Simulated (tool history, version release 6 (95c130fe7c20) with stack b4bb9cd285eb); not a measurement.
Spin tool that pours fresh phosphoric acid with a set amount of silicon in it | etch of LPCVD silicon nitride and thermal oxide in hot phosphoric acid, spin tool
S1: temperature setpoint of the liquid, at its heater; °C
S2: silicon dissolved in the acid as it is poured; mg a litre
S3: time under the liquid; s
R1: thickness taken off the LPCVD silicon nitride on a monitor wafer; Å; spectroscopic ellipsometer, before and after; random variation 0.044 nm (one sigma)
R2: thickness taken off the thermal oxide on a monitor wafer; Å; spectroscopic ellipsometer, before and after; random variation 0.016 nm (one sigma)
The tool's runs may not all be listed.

| run | hour | S1 | S2 | S3 | R1 | R2 |
|---|---|---|---|---|---|---|
| 1 | 0.0 | 160.0 | 29.5 | 80 | 71.833 | 1.13560 |
| 2 | 2.5 | 161.5 | 29.5 | 80 | 75.720 | 1.53340 |
| 3 | 4.7 | 161.5 | 45.5 | 80 | 76.205 | 0.43596 |
| 4 | 8.7 | 161.5 | 45.5 | 100 | 94.032 | 0.67394 |
| 5 | 16.1 | 161.5 | 45.5 | 135 | 127.410 | 0.79657 |
| 6 | 19.9 | 160.5 | 42.5 | 125 | 114.750 | 0.94631 |
| 7 | 24.0 | 160.5 | 40.5 | 90 | 82.834 | 0.56958 |
| 8 | 31.0 | 160.5 | 38.5 | 90 | 81.655 | 0.73699 |
| 9 | 32.7 | 160.5 | 38.0 | 90 | 83.089 | 0.71502 |
| 10 | 35.3 | 160.5 | 38.0 | 90 | 82.270 | 0.53271 |

Run 11 comes next. What will it give?
| 11 | 39.7 | 160.5 | 36.0 | 90 | ? | ? |

Run 11 gave R1 82.462 Å, R2 0.91112 Å.
